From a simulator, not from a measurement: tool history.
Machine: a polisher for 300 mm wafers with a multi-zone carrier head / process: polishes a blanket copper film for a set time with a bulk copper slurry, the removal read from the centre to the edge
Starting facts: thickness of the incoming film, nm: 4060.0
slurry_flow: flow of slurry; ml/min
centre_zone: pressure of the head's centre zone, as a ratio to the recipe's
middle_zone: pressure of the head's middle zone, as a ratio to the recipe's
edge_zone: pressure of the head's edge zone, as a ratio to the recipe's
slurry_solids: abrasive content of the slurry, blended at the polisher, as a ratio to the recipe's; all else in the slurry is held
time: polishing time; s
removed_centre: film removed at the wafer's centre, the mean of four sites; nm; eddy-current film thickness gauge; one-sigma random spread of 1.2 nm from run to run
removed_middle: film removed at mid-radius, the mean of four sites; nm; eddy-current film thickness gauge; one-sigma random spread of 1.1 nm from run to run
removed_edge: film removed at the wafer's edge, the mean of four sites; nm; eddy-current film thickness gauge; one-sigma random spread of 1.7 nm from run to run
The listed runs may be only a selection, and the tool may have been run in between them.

run    day  slurry_flow  centre_zone  middle_zone  edge_zone  slurry_solids  time  removed_centre  removed_middle  removed_edge
  1      0          305            1            1          1              1    31          244.15          253.01        259.97
  2  0.204          280         1.03            1       0.96            0.9    28          224.48          223.78        223.44
  3  0.396          280         1.03            1       0.89            0.9    28          220.95          222.62        213.36
  4  0.508          270         1.04            1       0.87            0.8    25          193.53          195.09        186.96
  5  0.829          260         1.07         1.01       0.86           0.75    23          181.37          175.05        168.66
  6    0.9          260         1.09         1.03       0.85            0.7    21          164.09          161.67         144.9
  7  1.271          245         1.13         0.95       0.82            0.5    17          128.72          114.06        108.19

What does the tool deliver on the next run?
     1.338  -- centre zone pressure recalibrated
  8  1.338          260         1.13         0.96       0.83            0.5    17               ?               ?             ?

removed_centre: 133.54 nm
removed_middle: 114.7 nm
removed_edge: 111.72 nm
